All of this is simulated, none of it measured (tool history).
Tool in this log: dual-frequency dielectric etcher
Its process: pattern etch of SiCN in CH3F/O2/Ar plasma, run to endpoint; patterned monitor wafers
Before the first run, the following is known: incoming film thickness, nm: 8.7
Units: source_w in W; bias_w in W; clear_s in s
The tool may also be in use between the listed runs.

Run 1, hour 0.0: source_w 370 W, bias_w 64 W. Result: clear_s 23.916 s.
Run 2, hour 2.0: source_w 430 W, bias_w 64 W. Result: clear_s 22.552 s.
Run 3, hour 9.2: source_w 400 W, bias_w 63 W. Result: clear_s 23.331 s.
Run 4, hour 10.4: source_w 380 W, bias_w 62 W. Result: clear_s 24.080 s.
Run 5, hour 11.6: source_w 380 W, bias_w 70 W. Result: clear_s 22.934 s.
Run 6, hour 19.3: source_w 380 W, bias_w 80 W. Result: clear_s 21.977 s.
Run 7, hour 23.0: source_w 340 W, bias_w 79 W. Result: clear_s 23.022 s.
Run 8, hour 31.2: source_w 310 W, bias_w 78 W. Result: clear_s 23.925 s.
Run 9, hour 38.1: source_w 290 W, bias_w 78 W. Result: clear_s 24.604 s.

For run 10, what comes out?
Run 10, hour 41.6: source_w 280 W, bias_w 78 W. Result: clear_s ?.

{"run 10": {"clear_s": 24.823}}
